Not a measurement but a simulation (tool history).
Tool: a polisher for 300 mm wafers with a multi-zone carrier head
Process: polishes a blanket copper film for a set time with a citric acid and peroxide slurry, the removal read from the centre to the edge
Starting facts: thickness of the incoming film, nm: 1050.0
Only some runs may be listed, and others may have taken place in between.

run,hour,flow of slurry (ml/min),pressure of the head's centre zone,pressure of the head's middle zone,pressure of the head's edge zone,abrasive content of the slurry,polishing time (s),film removed at the wafer's centre (angstrom),film removed at mid-radius (angstrom),film removed at the wafer's edge (angstrom)
1,0,180,1,1,1,1,64,2584.1,2347.7,2384.7
2,5.3,175,0.98,1.02,0.95,0.9,63,2561.9,2332.8,2302.5
3,11.2,175,0.98,1.02,0.95,0.9,77,3075.2,2826.2,2776.8
4,14.1,175,0.95,1.05,0.93,0.8,70,2613.8,2539.6,2413.5
5,19.1,175,1.01,1.05,0.93,0.8,70,2818.2,2522,2467.5
6,28.1,175,1.01,1.05,0.86,0.8,70,2802,2535.8,2386.1
7,28.7,175,0.98,1.07,0.85,0.7,67,2543.4,2428,2236.8

Expected results for the next run?
8,30.7,170,0.96,1.08,0.84,0.65,65,?,?,?

Run 8 measured film removed at the wafer's centre (angstrom) 2371.3, film removed at mid-radius (angstrom) 2266.8, film removed at the wafer's edge (angstrom) 2082.
